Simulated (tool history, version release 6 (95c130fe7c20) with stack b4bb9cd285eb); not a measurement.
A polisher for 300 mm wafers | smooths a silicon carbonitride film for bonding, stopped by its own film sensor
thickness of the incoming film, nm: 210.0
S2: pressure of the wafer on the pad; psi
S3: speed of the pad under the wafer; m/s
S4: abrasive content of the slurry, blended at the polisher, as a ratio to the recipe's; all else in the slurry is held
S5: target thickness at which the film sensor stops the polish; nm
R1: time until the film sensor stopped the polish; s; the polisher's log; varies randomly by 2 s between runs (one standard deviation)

{"run": 1, "day": 0.0, "flow of slurry (ml/min)": 230, "S2": 2.7, "S3": 1.06, "S4": 1.0, "S5": 186, "R1": 60.271}
{"run": 2, "day": 0.096, "flow of slurry (ml/min)": 230, "S2": 2.7, "S3": 0.88, "S4": 1.0, "S5": 186, "R1": 68.484}
{"run": 3, "day": 0.367, "flow of slurry (ml/min)": 230, "S2": 2.7, "S3": 0.88, "S4": 0.8, "S5": 186, "R1": 75.905}
{"run": 4, "day": 0.717, "flow of slurry (ml/min)": 230, "S2": 2.4, "S3": 0.86, "S4": 0.8, "S5": 186, "R1": 86.339}
{"run": 5, "day": 0.917, "flow of slurry (ml/min)": 230, "S2": 2.4, "S3": 0.86, "S4": 0.8, "S5": 186, "R1": 83.226}
{"run": 6, "day": 1.183, "flow of slurry (ml/min)": 230, "S2": 2.4, "S3": 0.86, "S4": 0.8, "S5": 189, "R1": 75.41}
{"run": 7, "day": 1.479, "flow of slurry (ml/min)": 230, "S2": 2.2, "S3": 0.78, "S4": 0.8, "S5": 189, "R1": 84.832}
{"run": 8, "day": 1.612, "flow of slurry (ml/min)": 230, "S2": 2.0, "S3": 0.72, "S4": 0.8, "S5": 189, "R1": 100.34}
{"run": 9, "day": 1.804, "flow of slurry (ml/min)": 230, "S2": 1.8, "S3": 0.72, "S4": 0.8, "S5": 189, "R1": 117.19}
{"run": 10, "day": 2.0, "flow of slurry (ml/min)": 230, "S2": 1.7, "S3": 0.72, "S4": 0.8, "S5": 189, "R1": 120.59}

Run 11 comes next. What will it give?
{"run": 11, "day": 2.329, "flow of slurry (ml/min)": 230, "S2": 1.7, "S3": 0.72, "S4": 0.8, "S5": 189, "R1": "?"}

Run 11 gave R1 119.460 s.

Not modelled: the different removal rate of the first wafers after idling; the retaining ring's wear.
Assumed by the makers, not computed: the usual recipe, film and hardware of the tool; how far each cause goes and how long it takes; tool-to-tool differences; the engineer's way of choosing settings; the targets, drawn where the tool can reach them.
